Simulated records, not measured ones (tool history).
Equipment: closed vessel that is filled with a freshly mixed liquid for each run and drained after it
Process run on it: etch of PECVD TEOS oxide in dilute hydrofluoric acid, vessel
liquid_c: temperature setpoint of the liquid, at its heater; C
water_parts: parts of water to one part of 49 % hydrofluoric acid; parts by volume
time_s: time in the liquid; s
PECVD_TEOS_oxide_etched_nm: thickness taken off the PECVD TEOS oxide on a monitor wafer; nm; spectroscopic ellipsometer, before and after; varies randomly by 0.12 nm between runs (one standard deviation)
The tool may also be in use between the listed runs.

run 1 day=0 | liquid_c=22 water_parts=65 time_s=65 | PECVD_TEOS_oxide_etched_nm=27.988
run 2 day=0.183 | liquid_c=22 water_parts=65 time_s=50 | PECVD_TEOS_oxide_etched_nm=21.425
run 3 day=0.425 | liquid_c=22.5 water_parts=65 time_s=50 | PECVD_TEOS_oxide_etched_nm=21.807
run 4 day=0.671 | liquid_c=22.5 water_parts=65 time_s=50 | PECVD_TEOS_oxide_etched_nm=21.969
run 5 day=0.742 | liquid_c=22.5 water_parts=85 time_s=50 | PECVD_TEOS_oxide_etched_nm=16.302
run 6 day=1.096 | liquid_c=20.5 water_parts=85 time_s=50 | PECVD_TEOS_oxide_etched_nm=15.157
run 7 day=1.167 | liquid_c=22 water_parts=85 time_s=50 | PECVD_TEOS_oxide_etched_nm=15.99

Estimate the outcome of run 8 from the log above:
run 8 day=1.254 | liquid_c=23 water_parts=85 time_s=50 | PECVD_TEOS_oxide_etched_nm=?

{"run 8": {"PECVD_TEOS_oxide_etched_nm": 16.627}}
